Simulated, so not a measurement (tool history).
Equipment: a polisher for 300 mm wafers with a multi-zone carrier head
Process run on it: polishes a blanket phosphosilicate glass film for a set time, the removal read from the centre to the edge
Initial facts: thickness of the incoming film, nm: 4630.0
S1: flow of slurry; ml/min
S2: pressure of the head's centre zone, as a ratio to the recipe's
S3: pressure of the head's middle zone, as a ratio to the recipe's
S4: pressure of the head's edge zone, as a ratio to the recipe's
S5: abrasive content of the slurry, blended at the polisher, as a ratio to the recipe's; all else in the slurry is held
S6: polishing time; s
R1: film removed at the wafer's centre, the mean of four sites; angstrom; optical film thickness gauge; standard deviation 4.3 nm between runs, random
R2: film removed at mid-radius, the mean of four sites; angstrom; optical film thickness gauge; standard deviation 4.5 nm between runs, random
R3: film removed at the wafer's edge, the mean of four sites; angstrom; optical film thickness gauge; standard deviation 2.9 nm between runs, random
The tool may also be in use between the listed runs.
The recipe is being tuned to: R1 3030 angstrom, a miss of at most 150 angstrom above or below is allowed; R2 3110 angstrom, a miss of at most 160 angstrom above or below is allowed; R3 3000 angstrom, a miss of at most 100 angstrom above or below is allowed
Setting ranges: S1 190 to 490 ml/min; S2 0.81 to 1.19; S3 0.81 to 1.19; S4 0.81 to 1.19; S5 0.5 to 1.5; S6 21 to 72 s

run,hour,S1,S2,S3,S4,S5,S6,R1,R2,R3
1,0,315,1,1,1,1,46,3556,3640.9,3646
2,2.5,315,1,1,0.98,0.95,46,3629.5,3658,3583
3,8.5,315,0.99,0.99,0.98,0.9,46,3554.7,3497.4,3541.1
4,10.1,315,1.04,0.99,0.98,0.9,46,3726.4,3524.6,3537.8
5,16.6,315,1.04,0.99,0.98,0.9,41,3324.9,3194.6,3123.9
6,19.8,315,1.04,0.99,0.98,0.9,51,4106.1,3892.6,3889.5
7,21.8,315,1.02,1,0.98,0.85,50,3976.8,3934.8,3776
8,26.8,315,1,0.99,0.98,0.8,49,3599,3572.1,3601.5
9,28.7,315,0.98,1.02,0.88,0.55,48,3170.8,3262.9,3036.5

Exercise: of the 5 proposed moves below, exactly one satisfies all targets within the stated allowed misses. Which move is it?
A,30.6,340,0.97,1.09,0.82,0.5,50,?,?,?
B,30.6,245,1.08,1.02,0.9,0.5,50,?,?,?
C,30.6,225,0.97,1.06,0.81,0.7,47,?,?,?
D,30.6,300,0.99,0.99,0.83,0.55,50,?,?,?
E,30.6,290,1.01,1.05,1,0.6,44,?,?,?

move,R1,R2,R3
A,3217.7,3510.2,3002.9
B,3448.6,3212.1,3059.2
C,3172,3394,2988.1
D,3324.8,3282.3,3075.5
E,3046.4,3098.8,3011.6
A: lands further from the targets than the last run did
B: brings the last run's worst result on target, with another outside its allowed miss
C: lands further from the targets than the last run did
D: lands further from the targets than the last run did
E: in spec on every target
So the answer is move E, the one that meets all the targets.
